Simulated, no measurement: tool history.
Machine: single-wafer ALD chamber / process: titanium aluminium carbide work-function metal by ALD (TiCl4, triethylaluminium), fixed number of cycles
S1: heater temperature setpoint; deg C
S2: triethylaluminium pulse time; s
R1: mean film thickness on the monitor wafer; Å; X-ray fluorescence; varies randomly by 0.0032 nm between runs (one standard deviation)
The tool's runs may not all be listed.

run 1 hour=0.0 | S1=280 S2=10.20 | R1=17.756
run 2 hour=3.0 | S1=269 S2=10.20 | R1=16.875
run 3 hour=5.9 | S1=276 S2=10.20 | R1=17.541
run 4 hour=14.6 | S1=276 S2=12.71 | R1=17.894
run 5 hour=19.0 | S1=281 S2=12.71 | R1=18.362
run 6 hour=25.9 | S1=287 S2=12.71 | R1=18.883
run 7 hour=34.3 | S1=275 S2=9.45 | R1=17.152
run 8 hour=42.9 | S1=273 S2=9.17 | R1=16.844

Run 9, settings as shown, results not yet in. Your forecast:
-- hour=47.8 thermocouple changed; heater temperature recalibrated
run 9 hour=47.8 | S1=271 S2=8.98 | R1=?

Logged for run 9: R1 16.352 Å.
